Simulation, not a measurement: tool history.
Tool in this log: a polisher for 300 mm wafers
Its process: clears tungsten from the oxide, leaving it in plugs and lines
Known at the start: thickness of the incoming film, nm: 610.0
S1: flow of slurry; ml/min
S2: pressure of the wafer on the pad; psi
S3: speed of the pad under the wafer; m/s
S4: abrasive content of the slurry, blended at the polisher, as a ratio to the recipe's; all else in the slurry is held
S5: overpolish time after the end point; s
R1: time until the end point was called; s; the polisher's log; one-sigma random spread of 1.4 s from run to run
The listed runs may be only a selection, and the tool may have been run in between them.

run,hour,S1,S2,S3,S4,S5,R1
1,0.0,155,3.5,0.92,1.0,10,142.87
2,5.9,155,4.0,0.92,1.0,10,126.46
3,14.1,155,4.4,0.94,1.0,10,114.45
4,21.8,155,4.4,0.94,0.8,10,120.72
5,24.0,155,4.7,0.96,0.8,10,115.26
6,31.8,155,5.4,0.96,0.8,10,100.02

Expected results for the next run?
# hour 33.0: slurry tank refilled with fresh slurry and peroxide
7,33.0,155,5.4,1.00,0.8,10,?

Run 7 gave R1 78.84 s.
